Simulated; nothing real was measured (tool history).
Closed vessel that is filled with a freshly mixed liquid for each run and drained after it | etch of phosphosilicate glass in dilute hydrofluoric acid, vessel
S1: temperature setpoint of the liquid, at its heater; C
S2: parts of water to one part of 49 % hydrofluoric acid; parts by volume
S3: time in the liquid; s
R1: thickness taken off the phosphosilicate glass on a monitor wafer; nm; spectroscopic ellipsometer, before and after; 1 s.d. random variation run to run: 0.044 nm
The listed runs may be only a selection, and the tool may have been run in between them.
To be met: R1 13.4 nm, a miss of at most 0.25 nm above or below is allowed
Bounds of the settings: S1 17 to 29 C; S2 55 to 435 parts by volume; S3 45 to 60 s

run 1 day=0 | S1=21 S2=245 S3=60 | R1=16.345
run 2 day=0.117 | S1=20.5 S2=245 S3=60 | R1=15.989
run 3 day=0.492 | S1=20 S2=245 S3=60 | R1=15.662
run 4 day=0.558 | S1=20 S2=215 S3=60 | R1=18.34
run 5 day=0.746 | S1=19.5 S2=220 S3=60 | R1=17.546
run 6 day=1.121 | S1=19 S2=225 S3=60 | R1=16.736
run 7 day=1.408 | S1=18.5 S2=230 S3=60 | R1=15.958
run 8 day=1.75 | S1=18 S2=235 S3=60 | R1=15.278
run 9 day=2.088 | S1=18 S2=240 S3=60 | R1=14.846
run 10 day=2.3 | S1=17.5 S2=245 S3=60 | R1=14.247

4 next moves are on the table. One of them brings every result within its allowed miss. Which?
run A day=2.512 | S1=18.5 S2=210 S3=45 | R1=?
run B day=2.512 | S1=17.5 S2=250 S3=60 | R1=?
run C day=2.512 | S1=17.5 S2=270 S3=60 | R1=?
run D day=2.512 | S1=18.5 S2=240 S3=55 | R1=?

move=A R1=13.374
move=B R1=13.894
move=C R1=12.642
move=D R1=13.912
A: meets every target
B: moves toward the targets from the last run without getting all of them in spec
C: the result that was furthest off in the last run now lies on the other side of its target
D: moves toward the targets from the last run without getting all of them in spec
A meets every target.
